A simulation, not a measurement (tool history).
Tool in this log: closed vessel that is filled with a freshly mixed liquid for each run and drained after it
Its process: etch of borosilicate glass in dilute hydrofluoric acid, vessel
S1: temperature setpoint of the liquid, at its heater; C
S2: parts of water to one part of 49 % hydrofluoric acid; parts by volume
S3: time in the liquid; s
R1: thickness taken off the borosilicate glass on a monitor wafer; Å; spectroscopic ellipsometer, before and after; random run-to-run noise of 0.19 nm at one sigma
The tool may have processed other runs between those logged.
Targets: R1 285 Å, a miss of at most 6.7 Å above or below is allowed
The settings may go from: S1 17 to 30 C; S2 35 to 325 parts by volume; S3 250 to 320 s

run,hour,S1,S2,S3,R1
1,0,22,180,320,244.52
2,2.6,23,180,320,254.02
3,5.4,20.5,180,320,230.7
4,12.2,20.5,180,320,233.03
5,21,21.5,180,320,241.42
6,27.4,21.5,200,320,211.12
7,34.6,23,200,320,221.09
8,37.6,24.5,200,320,234.65
9,43.8,25.5,200,320,242.2
10,45.5,26.5,200,320,253.91
11,50.3,27,200,320,258.99
12,52.1,27,200,320,256.23
13,54.6,27.5,200,320,262.95
14,60.1,28,200,320,265.96
15,65.7,28,200,320,267.32
16,69.6,28,200,320,266.29
17,77.2,28.5,200,320,272.2
18,77.9,29,200,320,275.78

Which single option among these 5 for the next run brings every result within its allowed miss of target? Just one does.
A,78.6,30,180,260,?
B,78.6,30,195,320,?
C,78.6,29.5,190,285,?
D,78.6,30,210,315,?
E,78.6,30,190,300,?

move,R1
A,265.35
B,295.88
C,267.42
D,265.53
E,286.45
A: misses by more than the last run did
B: carries the result that was furthest off beyond its target, to the other side
C: misses by more than the last run did
D: misses by more than the last run did
E: every result lands within tolerance
Move E is the one to make.

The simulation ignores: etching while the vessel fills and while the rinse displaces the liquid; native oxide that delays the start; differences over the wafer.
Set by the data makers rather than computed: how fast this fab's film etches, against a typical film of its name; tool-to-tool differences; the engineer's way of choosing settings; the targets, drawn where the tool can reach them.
